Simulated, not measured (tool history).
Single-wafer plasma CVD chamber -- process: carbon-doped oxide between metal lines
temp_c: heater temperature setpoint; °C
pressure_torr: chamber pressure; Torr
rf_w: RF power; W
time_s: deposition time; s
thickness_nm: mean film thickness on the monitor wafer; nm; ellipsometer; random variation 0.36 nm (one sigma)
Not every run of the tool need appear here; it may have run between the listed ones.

run  hour  temp_c  pressure_torr  rf_w  time_s  thickness_nm
  1     0     355           5.75   605    33.3        190.03
  2   7.5     356           5.63   595    33.3        185.88
  3  10.6     357           5.51   590    33.3        184.95
  4  16.6     358           5.42   585    33.3        181.98
  5  19.9     358           4.56   585    33.3        176.06
  6  21.7     358           4.51   585    33.3        176.64

Run 7 comes next. What will it give?
  7  30.4     359           4.46   585    33.3             ?

{"run 7": {"thickness_nm": 175.36}}
